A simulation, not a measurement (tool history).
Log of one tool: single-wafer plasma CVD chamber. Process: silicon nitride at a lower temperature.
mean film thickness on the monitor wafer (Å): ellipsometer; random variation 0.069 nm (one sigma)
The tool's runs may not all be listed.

| run | hour | heater temperature setpoint (deg C) | chamber pressure (Torr) | RF power (W) | deposition time (s) | mean film thickness on the monitor wafer (Å) |
|---|---|---|---|---|---|---|
| 1 | 0.0 | 355 | 2.05 | 345 | 12.9 | 184.76 |
| 2 | 8.1 | 355 | 2.15 | 350 | 12.9 | 186.62 |
| 3 | 15.1 | 360 | 2.15 | 350 | 12.9 | 186.78 |
| 4 | 21.1 | 360 | 1.84 | 350 | 12.9 | 180.58 |
| 5 | 25.9 | 360 | 1.84 | 350 | 13.3 | 186.58 |
| 6 | 34.7 | 360 | 2.10 | 350 | 13.3 | 191.41 |
| 7 | 42.4 | 360 | 2.17 | 355 | 13.3 | 193.39 |
| 8 | 46.2 | 360 | 2.23 | 360 | 13.3 | 196.14 |

The next listed run, before its measurement:
| 9 | 51.9 | 360 | 2.27 | 365 | 13.3 | ? |

{"run 9": {"mean film thickness on the monitor wafer (Å)": 198.23}}
